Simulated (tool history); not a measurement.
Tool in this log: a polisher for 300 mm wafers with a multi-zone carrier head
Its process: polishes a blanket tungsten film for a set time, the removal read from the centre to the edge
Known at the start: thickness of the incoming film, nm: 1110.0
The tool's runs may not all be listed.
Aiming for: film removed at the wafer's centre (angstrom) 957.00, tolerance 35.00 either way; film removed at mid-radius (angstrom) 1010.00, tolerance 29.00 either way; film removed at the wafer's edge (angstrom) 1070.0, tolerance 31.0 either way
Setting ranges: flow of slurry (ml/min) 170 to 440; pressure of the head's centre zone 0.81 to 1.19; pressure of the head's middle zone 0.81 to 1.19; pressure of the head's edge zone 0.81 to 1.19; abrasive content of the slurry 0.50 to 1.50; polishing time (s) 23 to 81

run,hour,flow of slurry (ml/min),pressure of the head's centre zone,pressure of the head's middle zone,pressure of the head's edge zone,abrasive content of the slurry,polishing time (s),film removed at the wafer's centre (angstrom),film removed at mid-radius (angstrom),film removed at the wafer's edge (angstrom)
1,0.0,280,1.00,1.00,1.00,1.00,52,1539.60,1723.70,1700.7
2,4.7,270,0.98,0.96,0.96,0.85,48,1312.00,1483.30,1493.1
3,12.1,270,0.98,0.96,0.96,0.70,48,1275.00,1430.70,1402.5
4,15.8,265,0.97,0.92,0.94,0.65,45,1187.90,1280.80,1322.6
5,21.5,265,0.97,0.92,0.94,0.65,38,999.44,1088.80,1101.4
6,24.4,255,0.96,0.91,0.93,0.65,38,975.72,1085.50,1093.3
7,28.4,245,0.96,0.89,0.93,0.65,38,983.41,1040.80,1091.4
8,37.3,235,0.96,0.89,0.93,0.65,38,986.66,1045.80,1101.3

Exactly one of the 4 candidate moves below puts every result within its allowed miss. Which one?
A,46.2,255,0.91,0.89,0.96,0.60,37,?,?,?
B,46.2,200,0.99,0.91,0.98,0.55,38,?,?,?
C,46.2,205,0.91,0.82,0.93,0.65,40,?,?,?
D,46.2,245,0.88,0.93,0.95,0.75,36,?,?,?

move,film removed at the wafer's centre (angstrom),film removed at mid-radius (angstrom),film removed at the wafer's edge (angstrom)
A,894.54,999.41,1069.1
B,965.60,1010.40,1075.8
C,962.59,1007.80,1143.0
D,873.66,1047.70,1075.6
A: gets the furthest-off result to its target, but another result is out of tolerance
B: all results land within tolerance of their targets
C: gets the furthest-off result to its target, but another result is out of tolerance
D: its largest miss is bigger than the last run's
Move B is the one to make.
